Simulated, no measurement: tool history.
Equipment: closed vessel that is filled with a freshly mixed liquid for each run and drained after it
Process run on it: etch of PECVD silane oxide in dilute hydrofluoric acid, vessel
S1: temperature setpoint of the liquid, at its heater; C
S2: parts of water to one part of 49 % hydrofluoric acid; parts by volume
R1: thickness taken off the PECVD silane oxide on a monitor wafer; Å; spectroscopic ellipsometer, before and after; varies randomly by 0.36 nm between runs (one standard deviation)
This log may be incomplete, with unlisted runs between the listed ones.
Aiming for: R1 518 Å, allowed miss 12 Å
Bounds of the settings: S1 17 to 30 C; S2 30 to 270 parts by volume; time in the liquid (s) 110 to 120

run 1 day=0 | S1=22 S2=150 time_in_the_liquid_(s)=110 | R1=149.7
run 2 day=0.321 | S1=23.5 S2=130 time_in_the_liquid_(s)=110 | R1=188.32
run 3 day=0.371 | S1=26.5 S2=130 time_in_the_liquid_(s)=110 | R1=209.58
run 4 day=0.608 | S1=27 S2=115 time_in_the_liquid_(s)=110 | R1=244.71
run 5 day=0.667 | S1=27 S2=170 time_in_the_liquid_(s)=110 | R1=156.8
run 6 day=0.846 | S1=27 S2=170 time_in_the_liquid_(s)=120 | R1=171.5
run 7 day=1.212 | S1=30 S2=110 time_in_the_liquid_(s)=120 | R1=316.92
run 8 day=1.583 | S1=30 S2=100 time_in_the_liquid_(s)=120 | R1=354.42
run 9 day=1.812 | S1=30 S2=90 time_in_the_liquid_(s)=120 | R1=398.59
run 10 day=2.2 | S1=30 S2=55 time_in_the_liquid_(s)=120 | R1=690.68
run 11 day=2.404 | S1=29 S2=60 time_in_the_liquid_(s)=120 | R1=605.72
run 12 day=2.688 | S1=28 S2=60 time_in_the_liquid_(s)=120 | R1=584.66
run 13 day=2.983 | S1=24.5 S2=60 time_in_the_liquid_(s)=120 | R1=503.1

Which single option among these 4 for the next run brings every result within its allowed miss of target? Just one does.
run A day=3.279 | S1=25 S2=55 time_in_the_liquid_(s)=115 | R1=?
run B day=3.279 | S1=25 S2=55 time_in_the_liquid_(s)=110 | R1=?
run C day=3.279 | S1=24 S2=60 time_in_the_liquid_(s)=120 | R1=?
run D day=3.279 | S1=25 S2=60 time_in_the_liquid_(s)=115 | R1=?

move=A R1=537.65
move=B R1=514.27
move=C R1=490.47
move=D R1=489.54
A: carries the result that was furthest off beyond its target, to the other side
B: hits every target within its allowed miss
C: lands further from the targets than the last run did
D: lands further from the targets than the last run did
The move that meets every target is B.
